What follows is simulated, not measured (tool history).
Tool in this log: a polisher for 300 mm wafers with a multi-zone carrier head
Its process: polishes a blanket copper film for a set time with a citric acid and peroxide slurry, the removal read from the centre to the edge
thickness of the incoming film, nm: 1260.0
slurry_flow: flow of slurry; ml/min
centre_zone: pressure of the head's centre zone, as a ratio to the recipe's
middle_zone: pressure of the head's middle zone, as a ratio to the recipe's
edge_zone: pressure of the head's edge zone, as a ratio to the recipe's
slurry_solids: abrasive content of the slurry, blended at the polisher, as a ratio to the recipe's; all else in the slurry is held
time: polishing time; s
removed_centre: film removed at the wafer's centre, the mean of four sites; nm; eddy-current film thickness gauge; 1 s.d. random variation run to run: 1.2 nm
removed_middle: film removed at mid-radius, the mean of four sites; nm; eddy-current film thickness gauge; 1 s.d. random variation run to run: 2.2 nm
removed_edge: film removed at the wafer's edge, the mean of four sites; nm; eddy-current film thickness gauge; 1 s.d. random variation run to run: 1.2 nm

{"run": 1, "day": 0.0, "slurry_flow": 165, "centre_zone": 1, "middle_zone": 1, "edge_zone": 1, "slurry_solids": 1, "time": 43, "removed_centre": 151.71, "removed_middle": 148.95, "removed_edge": 150.08}
{"run": 2, "day": 0.333, "slurry_flow": 185, "centre_zone": 1.01, "middle_zone": 1, "edge_zone": 1.03, "slurry_solids": 1, "time": 43, "removed_centre": 153.93, "removed_middle": 146.21, "removed_edge": 155.91}
{"run": 3, "day": 0.492, "slurry_flow": 185, "centre_zone": 1.01, "middle_zone": 1, "edge_zone": 1.11, "slurry_solids": 1, "time": 43, "removed_centre": 154.14, "removed_middle": 148.37, "removed_edge": 161.33}
{"run": 4, "day": 0.858, "slurry_flow": 185, "centre_zone": 1.01, "middle_zone": 1, "edge_zone": 1.14, "slurry_solids": 1, "time": 43, "removed_centre": 154.75, "removed_middle": 151.21, "removed_edge": 162.92}
{"run": 5, "day": 1.012, "slurry_flow": 200, "centre_zone": 1.04, "middle_zone": 1.02, "edge_zone": 1.14, "slurry_solids": 1, "time": 43, "removed_centre": 160.07, "removed_middle": 152.83, "removed_edge": 166.29}
{"run": 6, "day": 1.279, "slurry_flow": 210, "centre_zone": 1.06, "middle_zone": 1.04, "edge_zone": 1.13, "slurry_solids": 1, "time": 43, "removed_centre": 165.98, "removed_middle": 155.05, "removed_edge": 163.72}
{"run": 7, "day": 1.571, "slurry_flow": 220, "centre_zone": 1.07, "middle_zone": 1.05, "edge_zone": 1.14, "slurry_solids": 1, "time": 43, "removed_centre": 166.9, "removed_middle": 158.89, "removed_edge": 164.89}
{"run": 8, "day": 1.858, "slurry_flow": 225, "centre_zone": 1.08, "middle_zone": 1.05, "edge_zone": 1.15, "slurry_solids": 1, "time": 43, "removed_centre": 169.88, "removed_middle": 163.47, "removed_edge": 166.45}

Run 9 has not been measured yet. What should we expect?
{"run": 9, "day": 2.071, "slurry_flow": 230, "centre_zone": 1.09, "middle_zone": 1.04, "edge_zone": 1.16, "slurry_solids": 1, "time": 43, "removed_centre": "?", "removed_middle": "?", "removed_edge": "?"}

Run 9 came out at removed_centre 172.03 nm, removed_middle 157.81 nm, removed_edge 167.61 nm.
